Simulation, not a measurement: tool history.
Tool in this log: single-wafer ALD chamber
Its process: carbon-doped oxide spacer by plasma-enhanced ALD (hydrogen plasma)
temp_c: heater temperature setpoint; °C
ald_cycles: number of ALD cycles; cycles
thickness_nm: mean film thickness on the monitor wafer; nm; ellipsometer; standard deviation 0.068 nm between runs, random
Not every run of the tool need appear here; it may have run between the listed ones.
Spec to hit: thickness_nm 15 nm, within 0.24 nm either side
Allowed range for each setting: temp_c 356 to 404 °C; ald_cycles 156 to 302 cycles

| run | hour | temp_c | ald_cycles | thickness_nm |
|---|---|---|---|---|
| 1 | 0 | 380 | 229 | 12.257 |
| 2 | 8.4 | 380 | 237 | 12.684 |
| 3 | 13.1 | 380 | 243 | 13.002 |
| 4 | 20.8 | 380 | 218 | 11.646 |
| 5 | 26.6 | 391 | 218 | 11.597 |
| 6 | 33.4 | 383 | 218 | 11.653 |
| 7 | 39.3 | 383 | 227 | 12.198 |
| 8 | 44.8 | 383 | 235 | 12.574 |
|  | 46.3 | thermocouple changed; heater temperature recalibrated |
| 9 | 46.3 | 383 | 241 | 13.015 |
| 10 | 51 | 383 | 246 | 13.113 |
| 11 | 55.5 | 383 | 251 | 13.41 |

Which single option among these 4 for the next run brings every result within its allowed miss of target? Just one does.
| A | 60 | 397 | 292 | ? |
| B | 60 | 379 | 259 | ? |
| C | 60 | 380 | 280 | ? |
| D | 60 | 380 | 238 | ? |

| move | thickness_nm |
|---|---|
| A | 15.52 |
| B | 13.766 |
| C | 14.882 |
| D | 12.65 |
A: the result that was furthest off in the last run now lies on the other side of its target
B: nearer than the last run, and not there yet
C: all results land within tolerance of their targets
D: further off than the last run
The move that meets every target is C.
